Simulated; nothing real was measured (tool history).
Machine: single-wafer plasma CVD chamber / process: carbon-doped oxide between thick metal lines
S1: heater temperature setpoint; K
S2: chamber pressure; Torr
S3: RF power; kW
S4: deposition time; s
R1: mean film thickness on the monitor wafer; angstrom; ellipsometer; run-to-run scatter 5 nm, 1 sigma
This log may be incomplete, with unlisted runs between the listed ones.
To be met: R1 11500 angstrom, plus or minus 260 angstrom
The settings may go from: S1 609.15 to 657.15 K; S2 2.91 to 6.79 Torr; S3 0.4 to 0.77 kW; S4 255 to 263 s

run	hour	S1	S2	S3	S4	R1
1	0	633.15	4.85	0.585	255	13982
2	8.1	634.15	4.71	0.57	255	13865
3	10.1	636.15	4.59	0.55	255	13383
4	19	628.15	4.59	0.55	255	13628
5	27.7	629.15	4.48	0.535	255	13396
6	31	629.15	4.48	0.47	255	12450
7	33	630.15	4.41	0.465	255	12316
8	40.8	630.15	4.41	0.465	255	12255
9	42.6	631.15	4.34	0.46	255	12207
10	45	632.15	4.28	0.455	255	12046

Below are 5 possible settings for the next run. Only one of them brings all results inside the allowed miss of their targets. Which is it?
A	47.4	628.15	4.69	0.455	255	?
B	47.4	638.15	4.3	0.435	255	?
C	47.4	645.15	3.79	0.485	260	?
D	47.4	633.15	4.76	0.42	263	?
E	47.4	641.15	4.18	0.46	263	?

move	R1
A	12293
B	11536
C	12135
D	11930
E	12170
A: misses by more than the last run did
B: meets every target
C: misses by more than the last run did
D: an improvement on the last run, though not all results are within tolerance
E: misses by more than the last run did
So the answer is move B, the one that meets all the targets.

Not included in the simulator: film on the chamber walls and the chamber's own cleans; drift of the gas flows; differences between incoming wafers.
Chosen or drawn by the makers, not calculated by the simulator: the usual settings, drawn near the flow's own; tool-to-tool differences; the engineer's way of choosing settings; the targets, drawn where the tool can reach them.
